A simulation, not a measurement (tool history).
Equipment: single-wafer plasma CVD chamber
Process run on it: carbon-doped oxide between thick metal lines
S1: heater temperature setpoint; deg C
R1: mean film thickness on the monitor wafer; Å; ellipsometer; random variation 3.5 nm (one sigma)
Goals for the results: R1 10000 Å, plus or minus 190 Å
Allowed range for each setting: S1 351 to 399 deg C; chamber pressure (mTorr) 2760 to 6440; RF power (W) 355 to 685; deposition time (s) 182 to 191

run 1 hour=0 | S1=375 chamber_pressure_(mTorr)=4600 RF_power_(W)=520 deposition_time_(s)=191 | R1=8782
run 2 hour=8.8 | S1=382 chamber_pressure_(mTorr)=4600 RF_power_(W)=520 deposition_time_(s)=191 | R1=8686.9
run 3 hour=15.2 | S1=381 chamber_pressure_(mTorr)=5000 RF_power_(W)=545 deposition_time_(s)=191 | R1=9037.2
run 4 hour=18.1 | S1=391 chamber_pressure_(mTorr)=5000 RF_power_(W)=545 deposition_time_(s)=191 | R1=8882.2
run 5 hour=20.4 | S1=389 chamber_pressure_(mTorr)=5340 RF_power_(W)=565 deposition_time_(s)=191 | R1=9184
run 6 hour=21.4 | S1=387 chamber_pressure_(mTorr)=5590 RF_power_(W)=580 deposition_time_(s)=191 | R1=9304.3
run 7 hour=28.5 | S1=386 chamber_pressure_(mTorr)=5620 RF_power_(W)=600 deposition_time_(s)=191 | R1=9529.4
run 8 hour=36.4 | S1=385 chamber_pressure_(mTorr)=5680 RF_power_(W)=615 deposition_time_(s)=191 | R1=9726.6
run 9 hour=38.5 | S1=385 chamber_pressure_(mTorr)=5720 RF_power_(W)=620 deposition_time_(s)=191 | R1=9740.8
run 10 hour=39.6 | S1=385 chamber_pressure_(mTorr)=5760 RF_power_(W)=625 deposition_time_(s)=191 | R1=9751.1

5 next moves are on the table. One of them brings every result within its allowed miss. Which?
run A hour=40.7 | S1=384 chamber_pressure_(mTorr)=5670 RF_power_(W)=605 deposition_time_(s)=191 | R1=?
run B hour=40.7 | S1=373 chamber_pressure_(mTorr)=6100 RF_power_(W)=630 deposition_time_(s)=182 | R1=?
run C hour=40.7 | S1=377 chamber_pressure_(mTorr)=5480 RF_power_(W)=635 deposition_time_(s)=185 | R1=?
run D hour=40.7 | S1=384 chamber_pressure_(mTorr)=5580 RF_power_(W)=580 deposition_time_(s)=191 | R1=?
run E hour=40.7 | S1=381 chamber_pressure_(mTorr)=5430 RF_power_(W)=665 deposition_time_(s)=191 | R1=?

move=A R1=9610.9
move=B R1=9608.1
move=C R1=9602.9
move=D R1=9401.8
move=E R1=10053
A: the biggest miss grows against the last run
B: the biggest miss grows against the last run
C: the biggest miss grows against the last run
D: the biggest miss grows against the last run
E: in spec on every target
So the answer is move E, the one that meets all the targets.
